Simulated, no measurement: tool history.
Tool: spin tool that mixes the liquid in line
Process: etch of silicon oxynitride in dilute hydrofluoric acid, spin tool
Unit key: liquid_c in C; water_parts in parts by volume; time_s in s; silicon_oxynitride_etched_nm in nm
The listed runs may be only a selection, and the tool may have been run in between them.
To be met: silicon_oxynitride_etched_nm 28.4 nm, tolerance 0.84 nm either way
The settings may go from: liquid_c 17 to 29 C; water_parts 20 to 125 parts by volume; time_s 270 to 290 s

run	day	liquid_c	water_parts	time_s	silicon_oxynitride_etched_nm
1	0	21	70	270	11.181
2	0.196	23.5	60	270	14.724
3	0.35	23.5	60	270	14.774
4	0.492	23.5	60	270	14.846
5	0.858	23.5	60	270	14.883
6	0.933	21.5	60	270	13.636
7	0.988	23.5	50	270	18.002
8	1.325	25	45	270	21.419
9	1.467	25	45	270	21.639
10	1.662	29	40	270	29.755

Below are 5 possible settings for the next run. Only one of them brings all results inside the allowed miss of their targets. Which is it?
A	1.858	29	45	290	?
B	1.858	29	40	290	?
C	1.858	25	30	270	?
D	1.858	27	35	285	?
E	1.858	28	35	270	?

move	silicon_oxynitride_etched_nm
A	27.832
B	31.462
C	32.47
D	32.259
E	32.065
A: all results land within tolerance of their targets
B: the biggest miss grows against the last run
C: the biggest miss grows against the last run
D: the biggest miss grows against the last run
E: the biggest miss grows against the last run
Move A is the one to make.

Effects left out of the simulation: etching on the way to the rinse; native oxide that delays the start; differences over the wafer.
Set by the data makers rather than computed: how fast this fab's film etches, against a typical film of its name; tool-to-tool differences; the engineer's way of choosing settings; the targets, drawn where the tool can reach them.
